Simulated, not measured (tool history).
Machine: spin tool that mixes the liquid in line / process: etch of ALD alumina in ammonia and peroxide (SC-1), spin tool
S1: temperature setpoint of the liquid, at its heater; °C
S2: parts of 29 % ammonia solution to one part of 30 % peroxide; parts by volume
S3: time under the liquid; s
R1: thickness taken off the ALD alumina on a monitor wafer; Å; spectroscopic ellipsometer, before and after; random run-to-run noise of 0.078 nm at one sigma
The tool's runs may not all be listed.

run 1 hour=0 | S1=53 S2=0.4 S3=115 | R1=66.576
run 2 hour=8.1 | S1=53.5 S2=0.4 S3=115 | R1=68.578
run 3 hour=15.7 | S1=53.5 S2=0.35 S3=115 | R1=67.084
run 4 hour=19.9 | S1=53.5 S2=0.4 S3=115 | R1=68.509
-- hour=25.2 ammonia flow meter replaced
run 5 hour=25.2 | S1=53.5 S2=0.4 S3=125 | R1=73.332
run 6 hour=31.7 | S1=54 S2=0.4 S3=125 | R1=74.66
run 7 hour=36.5 | S1=54.5 S2=0.4 S3=125 | R1=77.862
run 8 hour=44.1 | S1=55 S2=0.4 S3=125 | R1=80.237

Forecast run 9:
run 9 hour=46.4 | S1=55.5 S2=0.4 S3=125 | R1=?

{"run 9": {"R1": 81.662}}

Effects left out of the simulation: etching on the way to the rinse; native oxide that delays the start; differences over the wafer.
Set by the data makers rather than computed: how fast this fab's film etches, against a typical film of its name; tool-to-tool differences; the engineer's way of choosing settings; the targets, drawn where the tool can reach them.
